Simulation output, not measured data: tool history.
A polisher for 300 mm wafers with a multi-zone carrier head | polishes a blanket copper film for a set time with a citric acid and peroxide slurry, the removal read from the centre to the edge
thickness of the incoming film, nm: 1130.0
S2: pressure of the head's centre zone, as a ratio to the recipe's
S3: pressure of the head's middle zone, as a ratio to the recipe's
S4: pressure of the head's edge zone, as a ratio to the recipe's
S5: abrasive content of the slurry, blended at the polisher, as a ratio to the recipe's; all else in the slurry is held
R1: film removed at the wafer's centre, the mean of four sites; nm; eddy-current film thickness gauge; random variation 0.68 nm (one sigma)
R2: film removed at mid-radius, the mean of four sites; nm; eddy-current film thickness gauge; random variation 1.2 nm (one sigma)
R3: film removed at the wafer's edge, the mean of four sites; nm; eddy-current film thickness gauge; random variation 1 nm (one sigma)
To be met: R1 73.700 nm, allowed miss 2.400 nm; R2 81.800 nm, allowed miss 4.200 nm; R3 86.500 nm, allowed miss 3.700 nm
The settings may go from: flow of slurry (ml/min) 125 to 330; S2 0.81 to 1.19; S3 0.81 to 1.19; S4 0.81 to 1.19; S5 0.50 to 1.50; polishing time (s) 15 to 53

run 1 day=0.000 | flow_of_slurry_(ml/min)=210 S2=1.00 S3=1.00 S4=1.00 S5=1.00 polishing_time_(s)=34 | R1=77.768 R2=82.717 R3=83.026
run 2 day=0.358 | flow_of_slurry_(ml/min)=210 S2=1.00 S3=1.00 S4=1.00 S5=1.10 polishing_time_(s)=34 | R1=81.171 R2=85.999 R3=83.502
run 3 day=0.608 | flow_of_slurry_(ml/min)=210 S2=1.04 S3=1.00 S4=1.00 S5=1.10 polishing_time_(s)=34 | R1=82.829 R2=85.555 R3=83.732
run 4 day=0.862 | flow_of_slurry_(ml/min)=180 S2=1.04 S3=1.00 S4=1.00 S5=1.10 polishing_time_(s)=34 | R1=79.902 R2=79.950 R3=82.389
run 5 day=1.204 | flow_of_slurry_(ml/min)=180 S2=1.04 S3=1.00 S4=0.92 S5=1.10 polishing_time_(s)=34 | R1=78.516 R2=82.496 R3=78.872
run 6 day=1.346 | flow_of_slurry_(ml/min)=180 S2=1.01 S3=1.00 S4=0.92 S5=1.10 polishing_time_(s)=34 | R1=77.857 R2=81.157 R3=78.409
run 7 day=1.546 | flow_of_slurry_(ml/min)=175 S2=0.99 S3=1.01 S4=0.94 S5=1.10 polishing_time_(s)=34 | R1=76.386 R2=81.292 R3=79.577
run 8 day=1.733 | flow_of_slurry_(ml/min)=175 S2=0.97 S3=1.01 S4=0.96 S5=1.10 polishing_time_(s)=34 | R1=74.660 R2=80.100 R3=80.046
run 9 day=1.804 | flow_of_slurry_(ml/min)=175 S2=0.96 S3=1.01 S4=0.98 S5=1.10 polishing_time_(s)=34 | R1=73.293 R2=81.141 R3=81.817
run 10 day=1.946 | flow_of_slurry_(ml/min)=175 S2=0.96 S3=1.01 S4=0.99 S5=1.10 polishing_time_(s)=34 | R1=73.987 R2=79.940 R3=81.040

Which of these 5 next moves meets every target?
run A day=2.088 | flow_of_slurry_(ml/min)=210 S2=0.83 S3=1.01 S4=0.99 S5=0.95 polishing_time_(s)=40 | R1=? R2=? R3=?
run B day=2.088 | flow_of_slurry_(ml/min)=175 S2=0.85 S3=1.01 S4=0.96 S5=0.95 polishing_time_(s)=41 | R1=? R2=? R3=?
run C day=2.088 | flow_of_slurry_(ml/min)=205 S2=0.92 S3=1.03 S4=1.12 S5=0.95 polishing_time_(s)=34 | R1=? R2=? R3=?
run D day=2.088 | flow_of_slurry_(ml/min)=185 S2=0.88 S3=1.07 S4=0.91 S5=1.00 polishing_time_(s)=38 | R1=? R2=? R3=?
run E day=2.088 | flow_of_slurry_(ml/min)=200 S2=0.92 S3=1.09 S4=0.99 S5=0.85 polishing_time_(s)=38 | R1=? R2=? R3=?

move=A R1=81.168 R2=96.792 R3=96.164
move=B R1=79.614 R2=94.145 R3=93.698
move=C R1=73.439 R2=83.081 R3=86.487
move=D R1=78.109 R2=94.484 R3=86.783
move=E R1=79.134 R2=94.012 R3=87.820
A: takes the result that was furthest off past its target
B: takes the result that was furthest off past its target
C: meets every target
D: brings the result that was furthest off to its target, and leaves another outside
E: brings the result that was furthest off to its target, and leaves another outside
The right move is C.
